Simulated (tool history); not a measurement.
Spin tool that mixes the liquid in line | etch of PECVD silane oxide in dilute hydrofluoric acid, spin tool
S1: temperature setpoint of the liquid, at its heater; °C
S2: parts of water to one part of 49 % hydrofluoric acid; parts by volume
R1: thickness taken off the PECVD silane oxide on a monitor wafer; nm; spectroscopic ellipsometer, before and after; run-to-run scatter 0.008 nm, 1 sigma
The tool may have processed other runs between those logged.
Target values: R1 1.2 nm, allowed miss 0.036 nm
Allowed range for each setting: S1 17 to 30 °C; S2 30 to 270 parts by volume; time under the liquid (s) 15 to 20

run 1 day=0 | S1=22 S2=150 time_under_the_liquid_(s)=20 | R1=2.1034
run 2 day=0.367 | S1=22 S2=100 time_under_the_liquid_(s)=20 | R1=3.3181
run 3 day=0.5 | S1=22 S2=145 time_under_the_liquid_(s)=20 | R1=2.1811
run 4 day=0.654 | S1=22 S2=145 time_under_the_liquid_(s)=15 | R1=1.6434
run 5 day=0.767 | S1=22 S2=145 time_under_the_liquid_(s)=20 | R1=2.1765
run 6 day=0.967 | S1=24 S2=145 time_under_the_liquid_(s)=20 | R1=2.3503
run 7 day=1.217 | S1=22 S2=155 time_under_the_liquid_(s)=20 | R1=2.0126
run 8 day=1.583 | S1=20.5 S2=170 time_under_the_liquid_(s)=20 | R1=1.6962
run 9 day=1.888 | S1=19.5 S2=180 time_under_the_liquid_(s)=20 | R1=1.5196

Below are 4 possible settings for the next run. Only one of them brings all results inside the allowed miss of their targets. Which is it?
run A day=2.192 | S1=17 S2=215 time_under_the_liquid_(s)=20 | R1=?
run B day=2.192 | S1=19.5 S2=175 time_under_the_liquid_(s)=15 | R1=?
run C day=2.192 | S1=19 S2=180 time_under_the_liquid_(s)=15 | R1=?
run D day=2.192 | S1=18 S2=175 time_under_the_liquid_(s)=15 | R1=?

move=A R1=1.1219
move=B R1=1.1851
move=C R1=1.1241
move=D R1=1.1166
A: moves the result that the last run missed by most past its target, out the other side
B: in spec on every target
C: moves the result that the last run missed by most past its target, out the other side
D: moves the result that the last run missed by most past its target, out the other side
The right move is B.
